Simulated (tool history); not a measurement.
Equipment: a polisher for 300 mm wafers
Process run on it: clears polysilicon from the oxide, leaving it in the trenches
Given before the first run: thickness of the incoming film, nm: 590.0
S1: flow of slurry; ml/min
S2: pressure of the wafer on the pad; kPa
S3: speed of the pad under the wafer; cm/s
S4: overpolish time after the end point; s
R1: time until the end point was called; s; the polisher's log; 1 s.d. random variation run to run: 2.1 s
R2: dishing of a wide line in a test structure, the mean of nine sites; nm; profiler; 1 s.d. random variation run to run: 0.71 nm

{"run": 1, "day": 0.0, "S1": 220, "S2": 11.7, "S3": 110, "S4": 21, "R1": 74.893, "R2": 54.388}
{"run": 2, "day": 0.342, "S1": 220, "S2": 10.3, "S3": 110, "S4": 21, "R1": 86.066, "R2": 52.303}
{"run": 3, "day": 0.692, "S1": 220, "S2": 9.7, "S3": 110, "S4": 18, "R1": 89.553, "R2": 49.463}
{"run": 4, "day": 0.967, "S1": 220, "S2": 9, "S3": 110, "S4": 17, "R1": 93.464, "R2": 46.851}
{"run": 5, "day": 1.204, "S1": 220, "S2": 9, "S3": 96, "S4": 17, "R1": 113.82, "R2": 45.592}
{"run": 6, "day": 1.388, "S1": 220, "S2": 9, "S3": 96, "S4": 25, "R1": 109.93, "R2": 50.819}
{"run": 7, "day": 1.758, "S1": 220, "S2": 9, "S3": 96, "S4": 23, "R1": 108.67, "R2": 51.057}
{"run": 8, "day": 1.938, "S1": 220, "S2": 9, "S3": 96, "S4": 21, "R1": 111.42, "R2": 49.03}

Run 9 comes next. What will it give?
{"run": 9, "day": 2.058, "S1": 220, "S2": 9, "S3": 96, "S4": 19, "R1": "?", "R2": "?"}

{"run 9": {"R1": 110.46, "R2": 47.901}}
